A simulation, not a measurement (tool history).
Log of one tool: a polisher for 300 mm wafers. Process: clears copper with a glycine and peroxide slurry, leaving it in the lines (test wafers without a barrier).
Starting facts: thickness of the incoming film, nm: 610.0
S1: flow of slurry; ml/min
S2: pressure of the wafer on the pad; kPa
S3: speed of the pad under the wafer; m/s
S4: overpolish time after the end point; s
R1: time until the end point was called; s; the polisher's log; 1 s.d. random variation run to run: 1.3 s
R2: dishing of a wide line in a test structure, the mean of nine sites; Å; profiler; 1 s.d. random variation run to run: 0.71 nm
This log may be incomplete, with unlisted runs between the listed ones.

{"run": 1, "hour": 0.0, "S1": 170, "S2": 23.4, "S3": 1.04, "S4": 22, "R1": 109.87, "R2": 710.2}
{"run": 2, "hour": 2.8, "S1": 170, "S2": 23.4, "S3": 0.92, "S4": 22, "R1": 124.8, "R2": 638.34}
{"run": 3, "hour": 9.1, "S1": 175, "S2": 26.9, "S3": 0.94, "S4": 18, "R1": 110.93, "R2": 604.35}
{"run": 4, "hour": 18.0, "S1": 180, "S2": 29.6, "S3": 1.0, "S4": 15, "R1": 91.837, "R2": 609.44}
{"run": 5, "hour": 23.4, "S1": 145, "S2": 29.6, "S3": 1.0, "S4": 15, "R1": 98.749, "R2": 568.93}
{"run": 6, "hour": 29.1, "S1": 115, "S2": 29.6, "S3": 1.0, "S4": 15, "R1": 103.69, "R2": 544.61}
{"run": 7, "hour": 34.2, "S1": 140, "S2": 31.7, "S3": 1.02, "S4": 13, "R1": 91.656, "R2": 536.92}

Predict the results of run 8:
{"run": 8, "hour": 42.2, "S1": 160, "S2": 33.1, "S3": 1.02, "S4": 12, "R1": "?", "R2": "?"}

Logged for run 8: R1 85.988 s, R2 532.79 Å.

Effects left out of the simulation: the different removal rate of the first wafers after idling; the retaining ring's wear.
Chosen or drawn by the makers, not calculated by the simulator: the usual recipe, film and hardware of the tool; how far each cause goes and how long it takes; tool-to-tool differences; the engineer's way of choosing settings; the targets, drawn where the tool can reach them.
